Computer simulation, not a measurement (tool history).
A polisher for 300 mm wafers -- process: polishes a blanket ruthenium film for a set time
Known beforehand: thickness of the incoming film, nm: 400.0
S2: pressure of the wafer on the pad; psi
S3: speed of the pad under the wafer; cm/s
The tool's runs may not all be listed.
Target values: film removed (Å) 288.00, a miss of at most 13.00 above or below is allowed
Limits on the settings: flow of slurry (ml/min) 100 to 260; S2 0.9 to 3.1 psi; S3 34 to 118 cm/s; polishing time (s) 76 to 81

Run 1, day 0.000: flow of slurry (ml/min) 165, S2 2.0 psi, S3 76 cm/s, polishing time (s) 76. Result: film removed (Å) 545.04.
Run 2, day 0.200: flow of slurry (ml/min) 125, S2 2.0 psi, S3 76 cm/s, polishing time (s) 76. Result: film removed (Å) 529.46.
Run 3, day 0.575: flow of slurry (ml/min) 145, S2 2.0 psi, S3 76 cm/s, polishing time (s) 76. Result: film removed (Å) 524.13.
Run 4, day 0.754: flow of slurry (ml/min) 145, S2 1.7 psi, S3 74 cm/s, polishing time (s) 76. Result: film removed (Å) 450.66.
Run 5, day 1.029: flow of slurry (ml/min) 145, S2 1.5 psi, S3 72 cm/s, polishing time (s) 76. Result: film removed (Å) 415.61.
Run 6, day 1.358: flow of slurry (ml/min) 145, S2 1.3 psi, S3 72 cm/s, polishing time (s) 76. Result: film removed (Å) 373.34.
At day 1.542: slurry nozzle cleaned.
Run 7, day 1.542: flow of slurry (ml/min) 145, S2 1.2 psi, S3 70 cm/s, polishing time (s) 76. Result: film removed (Å) 358.28.
Run 8, day 1.800: flow of slurry (ml/min) 140, S2 0.9 psi, S3 62 cm/s, polishing time (s) 76. Result: film removed (Å) 265.37.

Which single option among these 4 for the next run brings every result within its allowed miss of target? Just one does.
Run A, day 2.058: flow of slurry (ml/min) 130, S2 1.0 psi, S3 56 cm/s, polishing time (s) 77. Result: film removed (Å) ?.
Run B, day 2.058: flow of slurry (ml/min) 150, S2 0.9 psi, S3 62 cm/s, polishing time (s) 76. Result: film removed (Å) ?.
Run C, day 2.058: flow of slurry (ml/min) 145, S2 0.9 psi, S3 62 cm/s, polishing time (s) 81. Result: film removed (Å) ?.
Run D, day 2.058: flow of slurry (ml/min) 125, S2 1.0 psi, S3 54 cm/s, polishing time (s) 80. Result: film removed (Å) ?.

move  film removed (Å)
   A            258.33
   B            270.13
   C            286.41
   D            257.48
A: further off than the last run
B: closer than the last run, but not yet in spec
C: every result lands within tolerance
D: further off than the last run
Answer: C

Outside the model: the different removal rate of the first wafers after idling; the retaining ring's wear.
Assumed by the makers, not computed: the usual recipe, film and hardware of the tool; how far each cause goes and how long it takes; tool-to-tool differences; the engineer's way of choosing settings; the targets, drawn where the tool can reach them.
